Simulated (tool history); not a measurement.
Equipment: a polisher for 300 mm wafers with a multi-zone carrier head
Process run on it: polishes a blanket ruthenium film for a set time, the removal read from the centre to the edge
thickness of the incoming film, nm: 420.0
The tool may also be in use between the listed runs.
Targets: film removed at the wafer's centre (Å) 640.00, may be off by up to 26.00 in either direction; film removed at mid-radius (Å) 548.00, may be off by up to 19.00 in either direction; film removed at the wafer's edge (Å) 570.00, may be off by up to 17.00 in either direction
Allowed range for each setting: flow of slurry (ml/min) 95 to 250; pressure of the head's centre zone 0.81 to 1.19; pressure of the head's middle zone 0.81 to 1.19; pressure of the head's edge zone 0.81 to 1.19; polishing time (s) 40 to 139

run    day  flow of slurry (ml/min)  pressure of the head's centre zone  pressure of the head's middle zone  pressure of the head's edge zone  polishing time (s)  film removed at the wafer's centre (Å)  film removed at mid-radius (Å)  film removed at the wafer's edge (Å)
  1  0.000                      160                                1.00                                1.00                              1.00                  89                                  892.73                          872.04                                896.10
  2  0.158                      160                                1.00                                0.99                              0.99                  86                                  867.29                          836.31                                870.28
  3  0.417                      160                                1.00                                0.95                              0.99                  86                                  869.79                          792.99                                851.10
  4  0.721                      160                                1.00                                0.95                              0.97                  83                                  838.10                          764.53                                824.59
  5  1.075                      160                                1.00                                0.95                              0.92                  83                                  832.09                          764.89                                807.96
  6  1.338                      160                                1.01                                0.95                              0.91                  80                                  822.10                          748.16                                770.83
  7  1.450                      160                                1.01                                0.94                              0.90                  78                                  802.85                          720.47                                752.73
  8  1.775                      160                                1.01                                0.94                              0.89                  76                                  765.29                          707.28                                733.10
  9  1.938                      160                                1.02                                0.94                              0.88                  74                                  740.35                          686.31                                703.89
 10  2.171                      155                                1.03                                0.93                              0.87                  73                                  752.41                          668.78                                695.66

Consider the 5 candidate settings below. Which is the only one whose results all fall within their allowed miss of target?
  A  2.404                      165                                1.19                                1.01                              0.81                  54                                       ?                               ?                                     ?
  B  2.404                      165                                0.89                                0.84                              0.90                  98                                       ?                               ?                                     ?
  C  2.404                      185                                1.03                                0.91                              0.84                  59                                       ?                               ?                                     ?
  D  2.404                      135                                0.81                                1.04                              0.90                  81                                       ?                               ?                                     ?
  E  2.404                      195                                1.15                                1.00                              0.81                  84                                       ?                               ?                                     ?

move  film removed at the wafer's centre (Å)  film removed at mid-radius (Å)  film removed at the wafer's edge (Å)
   A                                  658.71                          537.46                                496.87
   B                                  891.07                          837.82                                941.90
   C                                  634.39                          548.18                                558.51
   D                                  644.35                          799.06                                756.76
   E                                 1018.50                          850.61                                787.62
A: the result that was furthest off in the last run now lies on the other side of its target
B: the biggest miss grows against the last run
C: hits every target within its allowed miss
D: the biggest miss grows against the last run
E: the biggest miss grows against the last run
The move that meets every target is C.
